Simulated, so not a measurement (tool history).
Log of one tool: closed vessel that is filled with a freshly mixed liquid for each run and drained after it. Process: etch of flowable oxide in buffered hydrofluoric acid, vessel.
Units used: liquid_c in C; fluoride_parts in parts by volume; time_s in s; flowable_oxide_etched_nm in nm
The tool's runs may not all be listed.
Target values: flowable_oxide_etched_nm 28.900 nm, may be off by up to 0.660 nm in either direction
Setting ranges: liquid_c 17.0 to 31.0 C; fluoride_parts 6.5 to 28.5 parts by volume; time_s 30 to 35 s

| run | hour | liquid_c | fluoride_parts | time_s | flowable_oxide_etched_nm |
|---|---|---|---|---|---|
| 1 | 0.0 | 23.0 | 17.5 | 35 | 52.059 |
| 2 | 9.1 | 24.5 | 17.5 | 35 | 56.744 |
| 3 | 10.4 | 24.5 | 17.5 | 30 | 48.294 |
| 4 | 19.5 | 24.5 | 22.5 | 30 | 38.979 |
| 5 | 20.7 | 23.0 | 22.5 | 30 | 35.981 |
| 6 | 27.7 | 23.0 | 22.5 | 30 | 36.064 |
| 7 | 34.2 | 22.0 | 22.5 | 30 | 33.964 |
| 8 | 36.0 | 18.5 | 22.5 | 30 | 27.968 |

Below are 4 possible settings for the next run. Only one of them brings all results inside the allowed miss of their targets. Which is it?
| A | 37.8 | 20.0 | 26.5 | 30 | ? |
| B | 37.8 | 17.0 | 21.0 | 30 | ? |
| C | 37.8 | 17.0 | 20.5 | 30 | ? |
| D | 37.8 | 17.5 | 24.5 | 35 | ? |

| move | flowable_oxide_etched_nm |
|---|---|
| A | 27.076 |
| B | 26.820 |
| C | 27.270 |
| D | 28.941 |
A: lands further from the targets than the last run did
B: lands further from the targets than the last run did
C: lands further from the targets than the last run did
D: all results land within tolerance of their targets
Answer: D

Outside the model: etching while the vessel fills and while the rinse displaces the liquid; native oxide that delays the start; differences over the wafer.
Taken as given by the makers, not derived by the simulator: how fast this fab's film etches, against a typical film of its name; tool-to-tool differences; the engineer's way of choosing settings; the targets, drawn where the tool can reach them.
